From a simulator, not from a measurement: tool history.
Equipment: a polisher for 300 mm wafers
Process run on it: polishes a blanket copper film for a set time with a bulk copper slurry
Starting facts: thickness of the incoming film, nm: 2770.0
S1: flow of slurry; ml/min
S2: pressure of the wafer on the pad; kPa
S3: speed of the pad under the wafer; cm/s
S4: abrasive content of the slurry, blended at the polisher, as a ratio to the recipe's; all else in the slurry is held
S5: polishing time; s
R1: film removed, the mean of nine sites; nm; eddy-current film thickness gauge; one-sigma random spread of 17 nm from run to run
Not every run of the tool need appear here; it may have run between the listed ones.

run	hour	S1	S2	S3	S4	S5	R1
1	0.0	255	22.1	128	1.0	89	1009.80
2	6.4	255	17.2	128	1.0	89	783.52
3	13.4	255	20.7	130	1.0	89	975.86
4	18.5	255	22.8	130	1.0	89	1066.10
5	27.0	255	22.8	154	1.0	89	1237.00
6	33.6	210	22.8	154	1.0	89	1230.70
7	36.0	210	23.4	154	1.0	89	1274.30
8	38.2	210	24.1	154	1.0	89	1279.70

Estimate the outcome of run 9 from the log above:
9	41.1	215	24.8	154	1.0	89	?

{"run 9": {"R1": 1327.7}}
